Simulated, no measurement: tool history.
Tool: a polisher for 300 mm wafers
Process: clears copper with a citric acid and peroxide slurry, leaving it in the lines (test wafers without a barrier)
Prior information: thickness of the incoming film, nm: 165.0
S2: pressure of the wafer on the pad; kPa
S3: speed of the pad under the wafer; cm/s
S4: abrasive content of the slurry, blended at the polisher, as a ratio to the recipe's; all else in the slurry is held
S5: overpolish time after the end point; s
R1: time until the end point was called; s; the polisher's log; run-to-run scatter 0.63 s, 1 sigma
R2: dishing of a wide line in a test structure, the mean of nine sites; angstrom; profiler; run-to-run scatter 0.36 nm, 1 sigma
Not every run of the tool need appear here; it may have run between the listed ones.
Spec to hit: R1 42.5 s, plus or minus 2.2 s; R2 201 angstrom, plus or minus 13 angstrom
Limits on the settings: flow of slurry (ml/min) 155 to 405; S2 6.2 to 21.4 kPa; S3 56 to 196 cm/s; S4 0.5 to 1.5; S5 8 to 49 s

{"run": 1, "hour": 0.0, "flow of slurry (ml/min)": 260, "S2": 13.8, "S3": 126, "S4": 1, "S5": 25, "R1": 80.001, "R2": 173.38}
{"run": 2, "hour": 9.0, "flow of slurry (ml/min)": 285, "S2": 13.8, "S3": 126, "S4": 1, "S5": 25, "R1": 82.307, "R2": 168.79}
{"run": 3, "hour": 11.4, "flow of slurry (ml/min)": 285, "S2": 13.8, "S3": 100, "S4": 1, "S5": 25, "R1": 101.68, "R2": 157.67}
{"run": 4, "hour": 17.9, "flow of slurry (ml/min)": 285, "S2": 13.8, "S3": 100, "S4": 1, "S5": 14, "R1": 102.22, "R2": 122.55}
{"run": 5, "hour": 26.1, "flow of slurry (ml/min)": 245, "S2": 13.8, "S3": 100, "S4": 1, "S5": 14, "R1": 102.11, "R2": 119.56}
{"run": 6, "hour": 30.6, "flow of slurry (ml/min)": 245, "S2": 13.8, "S3": 114, "S4": 1, "S5": 14, "R1": 91.435, "R2": 122.53}
{"run": 7, "hour": 35.9, "flow of slurry (ml/min)": 250, "S2": 15.9, "S3": 122, "S4": 1, "S5": 16, "R1": 74.221, "R2": 151.03}
{"run": 8, "hour": 40.3, "flow of slurry (ml/min)": 250, "S2": 17.2, "S3": 128, "S4": 1, "S5": 15, "R1": 66.525, "R2": 157.24}
{"run": 9, "hour": 42.0, "flow of slurry (ml/min)": 250, "S2": 17.9, "S3": 136, "S4": 1, "S5": 15, "R1": 60.774, "R2": 158.9}
{"run": 10, "hour": 44.8, "flow of slurry (ml/min)": 250, "S2": 18.6, "S3": 142, "S4": 1, "S5": 16, "R1": 55.216, "R2": 174.72}
{"run": 11, "hour": 49.1, "flow of slurry (ml/min)": 250, "S2": 19.3, "S3": 146, "S4": 1, "S5": 16, "R1": 51.755, "R2": 178.18}
{"run": 12, "hour": 57.7, "flow of slurry (ml/min)": 250, "S2": 20, "S3": 148, "S4": 1, "S5": 16, "R1": 48.457, "R2": 175.42}
{"run": 13, "hour": 61.9, "flow of slurry (ml/min)": 250, "S2": 20, "S3": 150, "S4": 1, "S5": 17, "R1": 49.22, "R2": 185.08}
{"run": 14, "hour": 62.7, "flow of slurry (ml/min)": 250, "S2": 20, "S3": 152, "S4": 1, "S5": 17, "R1": 46.838, "R2": 185.33}
{"run": 15, "hour": 64.3, "flow of slurry (ml/min)": 250, "S2": 20, "S3": 152, "S4": 1, "S5": 18, "R1": 48.732, "R2": 182.22}
{"run": 16, "hour": 70.2, "flow of slurry (ml/min)": 250, "S2": 20, "S3": 152, "S4": 1, "S5": 18, "R1": 49.083, "R2": 182.35}

Pick the move, out of 4, that brings all results within their allowed miss; only one does.
{"run": "A", "hour": 76.1, "flow of slurry (ml/min)": 280, "S2": 16.5, "S3": 142, "S4": 0.95, "S5": 31, "R1": "?", "R2": "?"}
{"run": "B", "hour": 76.1, "flow of slurry (ml/min)": 265, "S2": 21.4, "S3": 164, "S4": 1, "S5": 24, "R1": "?", "R2": "?"}
{"run": "C", "hour": 76.1, "flow of slurry (ml/min)": 405, "S2": 20.7, "S3": 112, "S4": 1.1, "S5": 49, "R1": "?", "R2": "?"}
{"run": "D", "hour": 76.1, "flow of slurry (ml/min)": 215, "S2": 17.9, "S3": 148, "S4": 1, "S5": 15, "R1": "?", "R2": "?"}

move=A R1=61.551 R2=192.89
move=B R1=41.152 R2=197.84
move=C R1=58.769 R2=202.97
move=D R1=54.821 R2=165.54
A: misses by more than the last run did
B: in spec on every target
C: misses by more than the last run did
D: misses by more than the last run did
The right move is B.
